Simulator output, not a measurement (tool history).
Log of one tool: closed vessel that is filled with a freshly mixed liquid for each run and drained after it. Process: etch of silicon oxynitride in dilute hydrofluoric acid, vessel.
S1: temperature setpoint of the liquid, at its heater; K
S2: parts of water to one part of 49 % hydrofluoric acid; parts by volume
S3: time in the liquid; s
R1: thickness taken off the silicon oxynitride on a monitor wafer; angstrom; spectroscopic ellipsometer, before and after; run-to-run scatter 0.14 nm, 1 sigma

run,hour,S1,S2,S3,R1
1,0,294.15,50,650,198.29
2,5.8,295.65,50,650,213.97
3,8,296.65,50,650,225.94
4,11.9,296.65,50,650,225.77
5,14.9,295.15,50,650,210.11
6,18.4,296.65,50,650,225.49
7,26,297.65,50,650,235.74

Predict the results of run 8:
8,28.4,301.65,35,650,?

Run 8 produced R1 413.27 angstrom.

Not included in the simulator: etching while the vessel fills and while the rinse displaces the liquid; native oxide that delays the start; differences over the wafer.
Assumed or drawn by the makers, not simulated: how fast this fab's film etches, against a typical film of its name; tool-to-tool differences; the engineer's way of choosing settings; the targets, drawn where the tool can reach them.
